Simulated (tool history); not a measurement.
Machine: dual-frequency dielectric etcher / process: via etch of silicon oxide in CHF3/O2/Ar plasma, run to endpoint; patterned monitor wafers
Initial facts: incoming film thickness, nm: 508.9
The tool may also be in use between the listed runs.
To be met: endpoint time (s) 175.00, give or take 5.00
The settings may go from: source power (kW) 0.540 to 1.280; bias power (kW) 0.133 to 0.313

| run | hour | source power (kW) | bias power (kW) | endpoint time (s) |
|---|---|---|---|---|
| 1 | 0.0 | 0.910 | 0.223 | 203.58 |
| 2 | 4.0 | 0.790 | 0.223 | 211.18 |
| 3 | 6.7 | 0.790 | 0.262 | 202.61 |
| 4 | 11.7 | 0.860 | 0.271 | 197.16 |
| 5 | 14.7 | 0.860 | 0.234 | 204.78 |
| 6 | 19.6 | 0.940 | 0.247 | 197.24 |
| 7 | 26.2 | 1.000 | 0.258 | 191.52 |
| 8 | 28.8 | 1.050 | 0.266 | 188.72 |
| 9 | 34.7 | 1.090 | 0.274 | 185.76 |
| 10 | 35.5 | 1.120 | 0.281 | 180.41 |

Of the 5 settings listed for the next run, only one would bring every result within its allowed miss of target. Which one?
| A | 36.3 | 1.070 | 0.270 | ? |
| B | 36.3 | 1.160 | 0.255 | ? |
| C | 36.3 | 1.040 | 0.250 | ? |
| D | 36.3 | 1.090 | 0.270 | ? |
| E | 36.3 | 1.130 | 0.306 | ? |

| move | endpoint time (s) |
|---|---|
| A | 184.55 |
| B | 183.09 |
| C | 189.98 |
| D | 183.57 |
| E | 175.40 |
A: misses by more than the last run did
B: misses by more than the last run did
C: misses by more than the last run did
D: misses by more than the last run did
E: each result inside its tolerance
The right move is E.

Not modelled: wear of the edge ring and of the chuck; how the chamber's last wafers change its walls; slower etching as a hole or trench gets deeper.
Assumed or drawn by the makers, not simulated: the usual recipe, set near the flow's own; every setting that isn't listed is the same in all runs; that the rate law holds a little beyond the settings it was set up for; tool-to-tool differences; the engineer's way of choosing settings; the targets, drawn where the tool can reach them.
